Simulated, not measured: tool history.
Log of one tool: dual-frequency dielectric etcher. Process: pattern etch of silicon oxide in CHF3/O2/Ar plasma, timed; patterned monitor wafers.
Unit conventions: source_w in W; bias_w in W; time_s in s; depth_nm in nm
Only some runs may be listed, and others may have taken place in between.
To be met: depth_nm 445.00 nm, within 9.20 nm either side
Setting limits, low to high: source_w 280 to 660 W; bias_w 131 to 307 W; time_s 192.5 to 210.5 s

Run 1, hour 0.0: source_w 470 W, bias_w 219 W, time_s 210.5 s. Result: depth_nm 379.16 nm.
Run 2, hour 1.9: source_w 500 W, bias_w 222 W, time_s 210.5 s. Result: depth_nm 388.38 nm.
Run 3, hour 8.9: source_w 520 W, bias_w 226 W, time_s 210.5 s. Result: depth_nm 396.82 nm.
Run 4, hour 9.9: source_w 560 W, bias_w 226 W, time_s 210.5 s. Result: depth_nm 408.43 nm.
Run 5, hour 14.2: source_w 560 W, bias_w 226 W, time_s 192.5 s. Result: depth_nm 379.18 nm.
Run 6, hour 14.8: source_w 570 W, bias_w 236 W, time_s 193.5 s. Result: depth_nm 391.22 nm.
Run 7, hour 22.5: source_w 580 W, bias_w 244 W, time_s 194.5 s. Result: depth_nm 397.99 nm.
Run 8, hour 30.0: source_w 590 W, bias_w 251 W, time_s 195.5 s. Result: depth_nm 408.68 nm.
Run 9, hour 36.0: source_w 600 W, bias_w 256 W, time_s 196.0 s. Result: depth_nm 419.45 nm.

Which of these 5 next moves meets every target?
Run A, hour 42.0: source_w 660 W, bias_w 273 W, time_s 200.0 s. Result: depth_nm ?.
Run B, hour 42.0: source_w 620 W, bias_w 254 W, time_s 199.0 s. Result: depth_nm ?.
Run C, hour 42.0: source_w 550 W, bias_w 225 W, time_s 210.5 s. Result: depth_nm ?.
Run D, hour 42.0: source_w 600 W, bias_w 288 W, time_s 196.5 s. Result: depth_nm ?.
Run E, hour 42.0: source_w 580 W, bias_w 286 W, time_s 206.5 s. Result: depth_nm ?.

move  depth_nm
   A    457.08
   B    427.60
   C    404.61
   D    445.42
   E    460.47
A: carries the result that was furthest off beyond its target, to the other side
B: gains on the last run, yet a result remains outside its allowed miss
C: further off than the last run
D: all results in spec
E: carries the result that was furthest off beyond its target, to the other side
D is the move that brings every result within its allowed miss.
